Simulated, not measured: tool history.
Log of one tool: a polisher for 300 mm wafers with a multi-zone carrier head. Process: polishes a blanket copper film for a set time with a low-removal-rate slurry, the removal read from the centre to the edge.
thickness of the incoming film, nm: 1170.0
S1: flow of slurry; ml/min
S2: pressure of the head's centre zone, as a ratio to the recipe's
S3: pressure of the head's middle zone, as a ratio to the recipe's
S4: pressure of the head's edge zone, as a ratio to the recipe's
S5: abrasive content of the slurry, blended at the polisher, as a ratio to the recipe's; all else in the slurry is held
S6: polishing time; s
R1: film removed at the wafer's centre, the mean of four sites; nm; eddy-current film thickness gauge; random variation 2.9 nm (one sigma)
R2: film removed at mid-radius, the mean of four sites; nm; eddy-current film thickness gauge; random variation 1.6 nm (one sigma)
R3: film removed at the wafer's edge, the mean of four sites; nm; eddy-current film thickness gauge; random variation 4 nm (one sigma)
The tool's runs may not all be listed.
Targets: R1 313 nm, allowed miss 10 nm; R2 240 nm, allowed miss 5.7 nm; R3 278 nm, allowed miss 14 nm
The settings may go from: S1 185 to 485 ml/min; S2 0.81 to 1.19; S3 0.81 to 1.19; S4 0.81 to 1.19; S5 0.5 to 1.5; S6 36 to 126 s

{"run": 1, "hour": 0.0, "S1": 310, "S2": 1, "S3": 1, "S4": 1, "S5": 1, "S6": 81, "R1": 389.72, "R2": 369.64, "R3": 382.83}
{"run": 2, "hour": 3.5, "S1": 305, "S2": 1.01, "S3": 0.95, "S4": 0.97, "S5": 0.85, "S6": 77, "R1": 360.45, "R2": 322.7, "R3": 326.3}
{"run": 3, "hour": 12.2, "S1": 305, "S2": 1.01, "S3": 0.95, "S4": 1.01, "S5": 0.85, "S6": 77, "R1": 351.43, "R2": 321.2, "R3": 349.46}
{"run": 4, "hour": 13.5, "S1": 305, "S2": 1.08, "S3": 0.95, "S4": 1.01, "S5": 0.85, "S6": 77, "R1": 380.39, "R2": 323.38, "R3": 334.11}
{"run": 5, "hour": 17.4, "S1": 305, "S2": 1.08, "S3": 0.95, "S4": 1.01, "S5": 0.7, "S6": 77, "R1": 352.95, "R2": 299.59, "R3": 313.39}
{"run": 6, "hour": 20.3, "S1": 295, "S2": 1.08, "S3": 0.91, "S4": 1.01, "S5": 0.65, "S6": 76, "R1": 337.78, "R2": 279.05, "R3": 310.97}
{"run": 7, "hour": 28.3, "S1": 285, "S2": 1.08, "S3": 0.88, "S4": 0.98, "S5": 0.6, "S6": 76, "R1": 320.82, "R2": 261.29, "R3": 287.16}
{"run": 8, "hour": 28.9, "S1": 270, "S2": 1.09, "S3": 0.86, "S4": 0.98, "S5": 0.6, "S6": 76, "R1": 325.43, "R2": 251.08, "R3": 282.21}
{"run": 9, "hour": 29.5, "S1": 255, "S2": 1.08, "S3": 0.86, "S4": 0.98, "S5": 0.6, "S6": 76, "R1": 317.91, "R2": 251.73, "R3": 289.35}
{"run": 10, "hour": 35.0, "S1": 245, "S2": 1.08, "S3": 0.85, "S4": 0.97, "S5": 0.6, "S6": 76, "R1": 315.23, "R2": 244.95, "R3": 289.32}

Which of these 5 next moves meets every target?
{"run": "A", "hour": 40.5, "S1": 250, "S2": 1.08, "S3": 0.83, "S4": 1.01, "S5": 0.7, "S6": 74, "R1": "?", "R2": "?", "R3": "?"}
{"run": "B", "hour": 40.5, "S1": 255, "S2": 1.02, "S3": 0.87, "S4": 1.01, "S5": 0.7, "S6": 71, "R1": "?", "R2": "?", "R3": "?"}
{"run": "C", "hour": 40.5, "S1": 185, "S2": 1.01, "S3": 0.84, "S4": 0.98, "S5": 0.65, "S6": 80, "R1": "?", "R2": "?", "R3": "?"}
{"run": "D", "hour": 40.5, "S1": 295, "S2": 1.1, "S3": 0.86, "S4": 1.03, "S5": 0.65, "S6": 69, "R1": "?", "R2": "?", "R3": "?"}
{"run": "E", "hour": 40.5, "S1": 285, "S2": 1.07, "S3": 0.89, "S4": 0.95, "S5": 0.55, "S6": 77, "R1": "?", "R2": "?", "R3": "?"}

move=A R1=332.89 R2=253.91 R3=298.95
move=B R1=302.49 R2=253.96 R3=287.23
move=C R1=309.59 R2=256.7 R3=299.07
move=D R1=314.24 R2=241.62 R3=277.23
move=E R1=316.35 R2=257.42 R3=277.48
A: further off than the last run
B: further off than the last run
C: further off than the last run
D: meets every target
E: further off than the last run
The right move is D.
